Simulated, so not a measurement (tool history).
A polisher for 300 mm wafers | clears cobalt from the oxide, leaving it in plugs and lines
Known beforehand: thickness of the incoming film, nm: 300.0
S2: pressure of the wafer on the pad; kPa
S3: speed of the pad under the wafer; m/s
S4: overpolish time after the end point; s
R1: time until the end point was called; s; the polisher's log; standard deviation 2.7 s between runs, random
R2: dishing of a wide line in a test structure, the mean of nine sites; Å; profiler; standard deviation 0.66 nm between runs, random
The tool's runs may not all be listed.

{"run": 1, "hour": 0.0, "flow of slurry (ml/min)": 275, "S2": 9, "S3": 0.8, "S4": 29, "R1": 128.49, "R2": 450.06}
{"run": 2, "hour": 3.1, "flow of slurry (ml/min)": 275, "S2": 8.3, "S3": 0.8, "S4": 31, "R1": 138.69, "R2": 452.92}
{"run": 3, "hour": 4.9, "flow of slurry (ml/min)": 275, "S2": 7.6, "S3": 0.8, "S4": 32, "R1": 150.78, "R2": 417.62}
{"run": 4, "hour": 5.6, "flow of slurry (ml/min)": 275, "S2": 7.6, "S3": 0.9, "S4": 32, "R1": 134.1, "R2": 451.85}
{"run": 5, "hour": 9.1, "flow of slurry (ml/min)": 275, "S2": 6.9, "S3": 0.88, "S4": 34, "R1": 152.57, "R2": 451.06}
{"run": 6, "hour": 15.8, "flow of slurry (ml/min)": 275, "S2": 6.9, "S3": 0.96, "S4": 34, "R1": 141.59, "R2": 475.03}
{"run": 7, "hour": 24.0, "flow of slurry (ml/min)": 275, "S2": 6.2, "S3": 0.94, "S4": 35, "R1": 158.81, "R2": 446.38}
{"run": 8, "hour": 26.3, "flow of slurry (ml/min)": 275, "S2": 5.5, "S3": 0.94, "S4": 36, "R1": 175.26, "R2": 410.53}
{"run": 9, "hour": 28.8, "flow of slurry (ml/min)": 275, "S2": 5.5, "S3": 0.94, "S4": 38, "R1": 176.91, "R2": 433.77}
{"run": 10, "hour": 32.8, "flow of slurry (ml/min)": 275, "S2": 5.5, "S3": 0.94, "S4": 39, "R1": 175.22, "R2": 449.58}
{"run": 11, "hour": 34.5, "flow of slurry (ml/min)": 275, "S2": 5.5, "S3": 0.94, "S4": 40, "R1": 179.06, "R2": 432.27}
{"run": 12, "hour": 36.1, "flow of slurry (ml/min)": 275, "S2": 5.5, "S3": 0.94, "S4": 41, "R1": 175.63, "R2": 454.4}
{"run": 13, "hour": 39.4, "flow of slurry (ml/min)": 275, "S2": 5.5, "S3": 0.94, "S4": 42, "R1": 179.29, "R2": 464.6}

Run 14, settings as shown, results not yet in. Your forecast:
{"run": 14, "hour": 45.8, "flow of slurry (ml/min)": 275, "S2": 4.8, "S3": 0.92, "S4": 44, "R1": "?", "R2": "?"}

Run 14 produced R1 204.61 s, R2 433.79 Å.

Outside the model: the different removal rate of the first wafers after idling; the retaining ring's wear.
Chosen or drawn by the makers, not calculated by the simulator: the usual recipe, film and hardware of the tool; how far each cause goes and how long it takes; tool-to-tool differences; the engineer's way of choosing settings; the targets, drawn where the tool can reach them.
